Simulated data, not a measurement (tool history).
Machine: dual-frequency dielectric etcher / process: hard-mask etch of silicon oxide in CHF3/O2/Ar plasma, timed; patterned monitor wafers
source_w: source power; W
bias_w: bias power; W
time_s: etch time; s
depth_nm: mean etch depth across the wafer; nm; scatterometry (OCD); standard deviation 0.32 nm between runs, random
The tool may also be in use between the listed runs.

| run | hour | source_w | bias_w | time_s | depth_nm |
|---|---|---|---|---|---|
| 1 | 0 | 480 | 187 | 33 | 66.084 |
| 2 | 2.2 | 480 | 187 | 34.5 | 67.926 |
| 3 | 8.1 | 480 | 187 | 34.5 | 68.359 |
| 4 | 12.3 | 480 | 187 | 34.5 | 67.843 |
| 5 | 17.3 | 450 | 177 | 34 | 64.336 |
| 6 | 18.8 | 530 | 177 | 34 | 69.807 |
|  | 22.3 | bias power generator calibrated |
| 7 | 22.3 | 490 | 171 | 34 | 65.389 |

What will run 8 give?
| 8 | 31.1 | 460 | 167 | 34 | ? |

depth_nm: 63.414 nm
